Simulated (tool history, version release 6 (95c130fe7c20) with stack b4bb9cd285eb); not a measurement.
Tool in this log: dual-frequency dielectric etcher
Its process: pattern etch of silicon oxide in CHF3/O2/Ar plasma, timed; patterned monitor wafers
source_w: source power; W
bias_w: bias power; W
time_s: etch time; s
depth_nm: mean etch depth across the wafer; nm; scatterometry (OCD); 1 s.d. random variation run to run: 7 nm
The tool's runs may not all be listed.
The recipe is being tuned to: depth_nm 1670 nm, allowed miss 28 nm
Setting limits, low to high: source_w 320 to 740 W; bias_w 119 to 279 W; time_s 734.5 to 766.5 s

run,hour,source_w,bias_w,time_s,depth_nm
1,0,530,199,734.5,1518.3
2,8.3,530,199,766.5,1587.6
3,17.1,530,168,766.5,1483.9
4,21.8,490,168,766.5,1457.1
5,22.6,530,170,766.5,1485.8
6,29.4,530,183,766.5,1542.3
7,36.8,550,184,766.5,1562
8,44.4,570,185,766.5,1571
9,49.8,590,187,766.5,1600.3
10,55.6,600,188,766.5,1597.6
11,58.5,610,189,766.5,1620.4
12,64.7,620,190,766.5,1629.6

Which of these 5 next moves meets every target?
A,70.9,650,177,766.5,?
B,70.9,630,186,762.5,?
C,70.9,740,178,766.5,?
D,70.9,710,173,754.5,?
E,70.9,600,189,758.5,?

move,depth_nm
A,1616.1
B,1624.4
C,1681.4
D,1617.4
E,1604.1
A: its largest miss is bigger than the last run's
B: its largest miss is bigger than the last run's
C: in spec on every target
D: its largest miss is bigger than the last run's
E: its largest miss is bigger than the last run's
C meets every target.
